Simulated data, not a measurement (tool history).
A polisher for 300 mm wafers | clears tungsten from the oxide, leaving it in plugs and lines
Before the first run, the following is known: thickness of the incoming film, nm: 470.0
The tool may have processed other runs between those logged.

run,day,flow of slurry (ml/min),pressure of the wafer on the pad (kPa),speed of the pad under the wafer (m/s),abrasive content of the slurry,overpolish time after the end point (s),time until the end point was called (s)
1,0.000,150,32.4,1.20,1.0,5,57.640
2,0.338,150,32.4,1.20,1.0,5,57.168
3,0.579,150,29.6,1.20,1.0,5,62.535
4,0.604,150,27.6,1.20,1.0,5,64.532
5,0.717,150,25.5,1.20,1.0,5,69.037
6,0.904,150,24.1,1.20,1.0,5,71.771

Forecast run 7:
7,1.100,150,22.8,1.20,1.0,5,?

time until the end point was called (s): 76.352
